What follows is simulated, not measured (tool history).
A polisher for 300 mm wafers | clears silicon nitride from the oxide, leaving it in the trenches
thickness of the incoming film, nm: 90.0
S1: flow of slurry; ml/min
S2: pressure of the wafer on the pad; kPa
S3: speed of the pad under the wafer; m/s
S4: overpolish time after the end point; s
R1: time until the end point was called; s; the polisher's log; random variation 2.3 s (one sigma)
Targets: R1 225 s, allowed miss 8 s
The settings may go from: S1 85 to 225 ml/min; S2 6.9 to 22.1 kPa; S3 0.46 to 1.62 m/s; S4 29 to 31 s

| run | hour | S1 | S2 | S3 | S4 | R1 |
|---|---|---|---|---|---|---|
| 1 | 0 | 145 | 14.5 | 1.04 | 29 | 112.87 |
| 2 | 4.9 | 145 | 13.1 | 1.02 | 29 | 126.43 |
| 3 | 8.5 | 145 | 12.4 | 1 | 29 | 135.15 |
| 4 | 13.6 | 145 | 11.7 | 0.98 | 29 | 143.4 |
| 5 | 19.9 | 145 | 11.7 | 1.08 | 29 | 130.43 |
| 6 | 22.1 | 140 | 11 | 1.04 | 29 | 146.32 |
| 7 | 25.3 | 135 | 10.3 | 1.04 | 29 | 153.49 |
| 8 | 33.6 | 130 | 9.7 | 1.02 | 29 | 168.59 |
| 9 | 37.3 | 125 | 9 | 1.02 | 29 | 187.32 |
| 10 | 39.7 | 90 | 7.6 | 1.02 | 29 | 233.59 |

Which of these 5 next moves meets every target?
| A | 42.1 | 85 | 8.3 | 0.84 | 29 | ? |
| B | 42.1 | 90 | 6.9 | 1.04 | 31 | ? |
| C | 42.1 | 85 | 6.9 | 1.02 | 31 | ? |
| D | 42.1 | 100 | 7.6 | 1.04 | 29 | ? |
| E | 42.1 | 85 | 7.6 | 0.98 | 31 | ? |

| move | R1 |
|---|---|
| A | 264.46 |
| B | 252.76 |
| C | 261.66 |
| D | 224.87 |
| E | 248.57 |
A: further off than the last run
B: further off than the last run
C: further off than the last run
D: meets every target
E: further off than the last run
Answer: D
